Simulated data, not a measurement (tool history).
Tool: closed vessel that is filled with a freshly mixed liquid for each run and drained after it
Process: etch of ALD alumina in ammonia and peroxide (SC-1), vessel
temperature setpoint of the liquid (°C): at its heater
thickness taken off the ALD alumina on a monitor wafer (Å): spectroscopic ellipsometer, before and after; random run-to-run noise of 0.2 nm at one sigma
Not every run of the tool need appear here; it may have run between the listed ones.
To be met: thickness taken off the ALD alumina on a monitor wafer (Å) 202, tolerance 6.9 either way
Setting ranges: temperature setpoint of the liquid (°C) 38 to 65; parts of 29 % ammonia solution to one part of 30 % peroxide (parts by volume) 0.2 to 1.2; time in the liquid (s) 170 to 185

run,hour,temperature setpoint of the liquid (°C),parts of 29 % ammonia solution to one part of 30 % peroxide (parts by volume),time in the liquid (s),thickness taken off the ALD alumina on a monitor wafer (Å)
1,0,49,0.7,170,115.18
2,2.5,49,0.55,170,110.79
3,5.2,49,0.55,170,111.87
4,9.4,49,0.55,170,110.28
5,18.1,43.5,0.55,170,80.415
6,21.1,43.5,0.55,170,81.008
7,24.4,49,0.55,170,111.58
8,25.7,52.5,0.55,170,135.8

Of the 5 settings listed for the next run, only one would bring every result within its allowed miss of target. Which one?
A,27,45.5,0.6,185,?
B,27,55.5,0.5,175,?
C,27,58,0.65,185,?
D,27,43.5,0.55,170,?
E,27,47.5,0.55,170,?

move,thickness taken off the ALD alumina on a monitor wafer (Å)
A,99.922
B,160.75
C,198.65
D,81.222
E,101.93
A: misses by more than the last run did
B: better than the last run, though not everything is in spec
C: meets every target
D: misses by more than the last run did
E: misses by more than the last run did
So the answer is move C, the one that meets all the targets.

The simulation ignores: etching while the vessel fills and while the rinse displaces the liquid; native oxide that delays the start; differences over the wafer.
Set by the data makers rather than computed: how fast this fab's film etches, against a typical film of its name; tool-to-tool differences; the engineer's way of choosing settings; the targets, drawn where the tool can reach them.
